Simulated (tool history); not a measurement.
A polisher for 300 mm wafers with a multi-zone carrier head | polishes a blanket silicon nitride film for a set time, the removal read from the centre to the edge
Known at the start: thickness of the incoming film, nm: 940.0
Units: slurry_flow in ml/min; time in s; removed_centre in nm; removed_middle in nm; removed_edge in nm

run 1 day=0.000 | slurry_flow=170 centre_zone=1.00 middle_zone=1.00 edge_zone=1.00 time=88 | removed_centre=132.670 removed_middle=133.010 removed_edge=137.530
run 2 day=0.058 | slurry_flow=175 centre_zone=1.03 middle_zone=1.01 edge_zone=0.95 time=76 | removed_centre=119.580 removed_middle=116.330 removed_edge=113.820
run 3 day=0.362 | slurry_flow=175 centre_zone=1.03 middle_zone=1.01 edge_zone=0.87 time=76 | removed_centre=115.660 removed_middle=114.830 removed_edge=109.650
run 4 day=0.562 | slurry_flow=175 centre_zone=1.05 middle_zone=1.01 edge_zone=0.86 time=69 | removed_centre=107.620 removed_middle=104.490 removed_edge=99.743
run 5 day=0.850 | slurry_flow=175 centre_zone=1.05 middle_zone=1.07 edge_zone=0.86 time=69 | removed_centre=108.320 removed_middle=111.360 removed_edge=99.858
-- day=0.967 slurry nozzle cleaned
run 6 day=0.967 | slurry_flow=190 centre_zone=1.05 middle_zone=1.07 edge_zone=0.86 time=69 | removed_centre=115.550 removed_middle=120.150 removed_edge=104.860
run 7 day=1.296 | slurry_flow=170 centre_zone=1.08 middle_zone=1.07 edge_zone=0.85 time=67 | removed_centre=113.110 removed_middle=114.930 removed_edge=101.030
run 8 day=1.321 | slurry_flow=190 centre_zone=1.07 middle_zone=1.05 edge_zone=0.84 time=62 | removed_centre=108.590 removed_middle=102.050 removed_edge=92.843
run 9 day=1.483 | slurry_flow=185 centre_zone=1.07 middle_zone=1.05 edge_zone=0.83 time=59 | removed_centre=100.850 removed_middle=99.345 removed_edge=87.459
run 10 day=1.738 | slurry_flow=180 centre_zone=1.07 middle_zone=1.04 edge_zone=0.82 time=58 | removed_centre=98.554 removed_middle=96.031 removed_edge=84.666
run 11 day=1.967 | slurry_flow=175 centre_zone=1.07 middle_zone=1.03 edge_zone=0.82 time=58 | removed_centre=97.982 removed_middle=92.500 removed_edge=83.484
run 12 day=2.238 | slurry_flow=170 centre_zone=1.07 middle_zone=1.03 edge_zone=0.82 time=58 | removed_centre=98.438 removed_middle=93.114 removed_edge=83.937

Run 13 comes next. What will it give?
run 13 day=2.433 | slurry_flow=165 centre_zone=1.07 middle_zone=1.03 edge_zone=0.82 time=58 | removed_centre=? removed_middle=? removed_edge=?

Run 13 gave removed_centre 97.467 nm, removed_middle 93.232 nm, removed_edge 84.167 nm.

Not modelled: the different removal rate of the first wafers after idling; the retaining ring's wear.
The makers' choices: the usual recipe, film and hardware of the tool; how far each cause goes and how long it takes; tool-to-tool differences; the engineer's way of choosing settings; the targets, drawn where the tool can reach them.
